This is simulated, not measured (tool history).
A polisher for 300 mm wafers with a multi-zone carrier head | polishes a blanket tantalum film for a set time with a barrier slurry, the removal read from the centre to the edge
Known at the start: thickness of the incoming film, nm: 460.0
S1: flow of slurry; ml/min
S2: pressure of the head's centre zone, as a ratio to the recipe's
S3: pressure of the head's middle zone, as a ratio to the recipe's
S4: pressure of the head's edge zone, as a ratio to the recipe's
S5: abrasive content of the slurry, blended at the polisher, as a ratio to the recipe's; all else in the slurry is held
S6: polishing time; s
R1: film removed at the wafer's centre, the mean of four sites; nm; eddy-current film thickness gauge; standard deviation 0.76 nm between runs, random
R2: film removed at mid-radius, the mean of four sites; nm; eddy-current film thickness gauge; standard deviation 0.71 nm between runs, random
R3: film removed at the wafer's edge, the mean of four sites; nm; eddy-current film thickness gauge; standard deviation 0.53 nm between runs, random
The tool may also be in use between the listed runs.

run,hour,S1,S2,S3,S4,S5,S6,R1,R2,R3
1,0,150,1,1,1,1,61,97.673,92.265,90.666
2,6.3,150,1,0.99,0.98,0.95,59,92.708,88.375,84.914
3,7.5,150,1.05,0.99,0.98,0.95,59,96.652,88.023,84.551
4,8.3,150,1.13,0.99,0.98,0.95,59,103.81,88.65,86.674
5,8.9,145,1.11,0.98,0.96,0.9,58,100.14,83.58,80.766
6,16.1,140,1.07,0.97,0.95,0.85,58,92.043,81.738,79.949
7,19.6,140,1.06,0.97,0.94,0.8,57,88.873,79.014,76.56
8,28.5,140,1.05,0.96,0.93,0.75,56,84.777,74.792,71.684
9,31.7,110,0.95,0.88,0.83,0.65,56,68.814,62.411,63.865

For run 10, what comes out?
10,33.8,110,0.95,0.89,0.83,0.65,56,?,?,?

For run 10 the tool returned R1 67.137 nm, R2 65.135 nm, R3 63.068 nm.

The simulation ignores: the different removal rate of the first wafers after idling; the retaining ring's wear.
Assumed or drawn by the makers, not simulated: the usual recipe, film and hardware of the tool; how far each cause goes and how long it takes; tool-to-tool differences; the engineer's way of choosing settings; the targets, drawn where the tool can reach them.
